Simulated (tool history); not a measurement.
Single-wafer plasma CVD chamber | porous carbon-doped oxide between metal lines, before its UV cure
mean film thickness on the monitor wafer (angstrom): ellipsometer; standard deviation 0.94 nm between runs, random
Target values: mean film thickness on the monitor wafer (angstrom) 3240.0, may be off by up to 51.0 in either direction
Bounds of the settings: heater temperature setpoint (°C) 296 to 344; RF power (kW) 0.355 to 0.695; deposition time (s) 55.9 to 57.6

run,hour,heater temperature setpoint (°C),RF power (kW),deposition time (s),mean film thickness on the monitor wafer (angstrom)
1,0.0,320,0.525,55.9,2658.2
2,6.8,314,0.525,55.9,2720.9
3,9.2,310,0.550,56.0,2862.2
4,11.8,310,0.600,56.0,3021.8
5,15.0,307,0.605,56.0,3085.0
6,18.9,305,0.610,56.0,3138.2
7,20.1,303,0.610,56.0,3167.5
8,23.1,302,0.610,56.0,3179.8

Next run, 5 choices. One meets every target within its allowed miss, the rest don't. Which?
A,26.1,304,0.620,55.9,?
B,26.1,309,0.630,56.5,?
C,26.1,304,0.600,56.2,?
D,26.1,302,0.615,56.6,?
E,26.1,300,0.585,55.9,?

move,mean film thickness on the monitor wafer (angstrom)
A,3175.2
B,3162.7
C,3129.7
D,3229.9
E,3126.9
A: moves away from the targets compared with the last run
B: moves away from the targets compared with the last run
C: moves away from the targets compared with the last run
D: each result inside its tolerance
E: moves away from the targets compared with the last run
The right move is D.
